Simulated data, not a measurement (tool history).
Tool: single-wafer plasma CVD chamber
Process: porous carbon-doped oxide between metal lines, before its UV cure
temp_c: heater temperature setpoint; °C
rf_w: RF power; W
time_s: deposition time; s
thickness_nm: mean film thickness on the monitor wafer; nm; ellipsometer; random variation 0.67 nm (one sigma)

{"run": 1, "day": 0.0, "temp_c": 305, "rf_w": 505, "time_s": 38.9, "thickness_nm": 195.3}
{"run": 2, "day": 0.121, "temp_c": 300, "rf_w": 520, "time_s": 38.9, "thickness_nm": 202.84}
{"run": 3, "day": 0.417, "temp_c": 297, "rf_w": 535, "time_s": 38.9, "thickness_nm": 209.8}
{"run": 4, "day": 0.746, "temp_c": 297, "rf_w": 465, "time_s": 38.9, "thickness_nm": 193.83}
{"run": 5, "day": 0.908, "temp_c": 297, "rf_w": 425, "time_s": 38.9, "thickness_nm": 184.46}
{"run": 6, "day": 1.125, "temp_c": 297, "rf_w": 425, "time_s": 37, "thickness_nm": 175.37}
{"run": 7, "day": 1.492, "temp_c": 294, "rf_w": 465, "time_s": 37.5, "thickness_nm": 190.48}
{"run": 8, "day": 1.512, "temp_c": 291, "rf_w": 490, "time_s": 37.8, "thickness_nm": 200.13}
{"run": 9, "day": 1.771, "temp_c": 289, "rf_w": 510, "time_s": 38, "thickness_nm": 207.99}
{"run": 10, "day": 2.129, "temp_c": 289, "rf_w": 510, "time_s": 38, "thickness_nm": 207.85}
{"run": 11, "day": 2.467, "temp_c": 288, "rf_w": 520, "time_s": 38.1, "thickness_nm": 211.63}

Run 12 comes next. What will it give?
{"run": 12, "day": 2.558, "temp_c": 288, "rf_w": 520, "time_s": 38.1, "thickness_nm": "?"}

Run 12 gave thickness_nm 211.99 nm.
